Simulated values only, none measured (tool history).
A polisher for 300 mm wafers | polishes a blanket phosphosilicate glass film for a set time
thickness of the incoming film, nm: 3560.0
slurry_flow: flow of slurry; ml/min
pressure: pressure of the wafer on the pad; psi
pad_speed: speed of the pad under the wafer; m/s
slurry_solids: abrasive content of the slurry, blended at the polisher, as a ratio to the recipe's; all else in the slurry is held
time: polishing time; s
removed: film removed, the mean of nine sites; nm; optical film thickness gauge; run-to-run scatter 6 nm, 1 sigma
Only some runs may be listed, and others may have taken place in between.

run  hour  slurry_flow  pressure  pad_speed  slurry_solids  time  removed
  1     0          205       3.5       0.98              1    71   730.45
  2   5.8          205       3.4       0.98              1    71   701.67
  3  11.7          205       3.4       0.98            0.9    71   696.64
  4  16.3          205       3.3       0.98            0.9    71   663.41
  5  20.9          205       3.3       0.86            0.9    71    615.5
  6  22.2          205       3.3       0.86            0.9    75   642.43
  7    27          205       3.2       0.86            0.9    75   637.56

Estimate the outcome of run 8 from the log above:
  8  29.5          205       3.1       0.86            0.9    75        ?

removed: 607.41 nm

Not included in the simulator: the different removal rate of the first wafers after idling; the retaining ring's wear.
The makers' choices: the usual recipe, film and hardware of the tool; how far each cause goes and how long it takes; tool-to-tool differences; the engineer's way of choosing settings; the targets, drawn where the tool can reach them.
